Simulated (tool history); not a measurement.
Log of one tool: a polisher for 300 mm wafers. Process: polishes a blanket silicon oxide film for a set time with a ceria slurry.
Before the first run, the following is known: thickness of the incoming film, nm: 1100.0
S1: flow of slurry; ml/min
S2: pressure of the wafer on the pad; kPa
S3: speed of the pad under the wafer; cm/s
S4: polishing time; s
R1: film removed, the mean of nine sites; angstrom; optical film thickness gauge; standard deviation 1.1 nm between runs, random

run,hour,S1,S2,S3,S4,R1
1,0,145,22.1,128,42,2543.1
2,4.7,140,19.3,128,42,2233.4
3,6.5,135,17.2,128,42,1992.7
4,12.6,130,15.9,128,42,1851.6
5,13.8,130,15.9,106,42,1558
6,16.8,130,15.9,128,42,1874.5
7,21.2,125,14.5,128,42,1714.7
8,22.1,120,13.8,128,42,1641.6

Estimate the outcome of run 9 from the log above:
9,24.6,115,13.8,128,42,?

R1: 1616.1 angstrom
